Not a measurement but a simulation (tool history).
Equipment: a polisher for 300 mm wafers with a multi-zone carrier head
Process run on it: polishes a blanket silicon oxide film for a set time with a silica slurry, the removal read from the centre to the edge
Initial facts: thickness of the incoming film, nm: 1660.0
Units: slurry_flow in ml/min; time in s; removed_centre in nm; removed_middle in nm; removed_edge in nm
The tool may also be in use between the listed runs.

{"run": 1, "day": 0.0, "slurry_flow": 235, "centre_zone": 1.0, "middle_zone": 1.0, "edge_zone": 1.0, "slurry_solids": 1.0, "time": 81, "removed_centre": 267.59, "removed_middle": 256.84, "removed_edge": 255.41}
{"run": 2, "day": 0.35, "slurry_flow": 235, "centre_zone": 1.0, "middle_zone": 0.92, "edge_zone": 1.0, "slurry_solids": 1.0, "time": 81, "removed_centre": 264.03, "removed_middle": 237.18, "removed_edge": 252.48}
{"run": 3, "day": 0.671, "slurry_flow": 235, "centre_zone": 1.0, "middle_zone": 0.92, "edge_zone": 1.0, "slurry_solids": 1.0, "time": 89, "removed_centre": 299.88, "removed_middle": 266.0, "removed_edge": 274.22}
{"run": 4, "day": 0.85, "slurry_flow": 185, "centre_zone": 1.0, "middle_zone": 0.92, "edge_zone": 1.0, "slurry_solids": 1.0, "time": 89, "removed_centre": 282.27, "removed_middle": 251.88, "removed_edge": 269.19}
{"run": 5, "day": 1.221, "slurry_flow": 185, "centre_zone": 1.08, "middle_zone": 0.92, "edge_zone": 1.0, "slurry_solids": 1.0, "time": 89, "removed_centre": 301.04, "removed_middle": 256.88, "removed_edge": 272.78}
{"run": 6, "day": 1.579, "slurry_flow": 175, "centre_zone": 1.04, "middle_zone": 0.94, "edge_zone": 0.99, "slurry_solids": 0.9, "time": 79, "removed_centre": 240.57, "removed_middle": 212.02, "removed_edge": 226.17}
{"run": 7, "day": 1.65, "slurry_flow": 170, "centre_zone": 1.0, "middle_zone": 0.96, "edge_zone": 0.99, "slurry_solids": 0.8, "time": 72, "removed_centre": 202.35, "removed_middle": 186.37, "removed_edge": 191.9}
{"run": 8, "day": 1.754, "slurry_flow": 165, "centre_zone": 0.96, "middle_zone": 0.97, "edge_zone": 1.02, "slurry_solids": 0.75, "time": 66, "removed_centre": 171.24, "removed_middle": 168.65, "removed_edge": 172.71}
{"run": 9, "day": 2.046, "slurry_flow": 160, "centre_zone": 0.94, "middle_zone": 0.96, "edge_zone": 1.03, "slurry_solids": 0.7, "time": 62, "removed_centre": 147.31, "removed_middle": 147.01, "removed_edge": 156.49}
{"run": 10, "day": 2.371, "slurry_flow": 160, "centre_zone": 0.84, "middle_zone": 0.93, "edge_zone": 0.93, "slurry_solids": 0.5, "time": 51, "removed_centre": 90.869, "removed_middle": 94.759, "removed_edge": 100.99}
{"run": 11, "day": 2.408, "slurry_flow": 165, "centre_zone": 0.84, "middle_zone": 0.94, "edge_zone": 0.95, "slurry_solids": 0.5, "time": 51, "removed_centre": 90.444, "removed_middle": 98.8, "removed_edge": 101.66}

Forecast run 12:
{"run": 12, "day": 2.654, "slurry_flow": 165, "centre_zone": 0.85, "middle_zone": 0.94, "edge_zone": 0.98, "slurry_solids": 0.5, "time": 51, "removed_centre": "?", "removed_middle": "?", "removed_edge": "?"}

Run 12 yielded removed_centre 92.937 nm, removed_middle 98.075 nm, removed_edge 104.89 nm.
